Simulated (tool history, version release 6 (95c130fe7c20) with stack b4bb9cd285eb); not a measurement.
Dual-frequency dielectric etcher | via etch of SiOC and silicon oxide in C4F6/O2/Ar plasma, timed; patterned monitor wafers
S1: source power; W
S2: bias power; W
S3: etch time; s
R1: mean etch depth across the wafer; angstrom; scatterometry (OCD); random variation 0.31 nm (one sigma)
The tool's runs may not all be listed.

run 1 hour=0.0 | S1=430 S2=230 S3=36.0 | R1=410.94
run 2 hour=5.8 | S1=430 S2=230 S3=33.0 | R1=374.02
run 3 hour=12.7 | S1=390 S2=230 S3=33.0 | R1=353.57
run 4 hour=21.5 | S1=450 S2=234 S3=33.0 | R1=383.36
run 5 hour=25.0 | S1=490 S2=251 S3=33.5 | R1=411.89
run 6 hour=29.1 | S1=520 S2=264 S3=34.0 | R1=436.41
run 7 hour=30.4 | S1=540 S2=272 S3=34.0 | R1=444.62
run 8 hour=36.4 | S1=560 S2=281 S3=34.5 | R1=471.69

Forecast run 9:
run 9 hour=39.4 | S1=570 S2=282 S3=34.5 | R1=?

R1: 466.97 angstrom

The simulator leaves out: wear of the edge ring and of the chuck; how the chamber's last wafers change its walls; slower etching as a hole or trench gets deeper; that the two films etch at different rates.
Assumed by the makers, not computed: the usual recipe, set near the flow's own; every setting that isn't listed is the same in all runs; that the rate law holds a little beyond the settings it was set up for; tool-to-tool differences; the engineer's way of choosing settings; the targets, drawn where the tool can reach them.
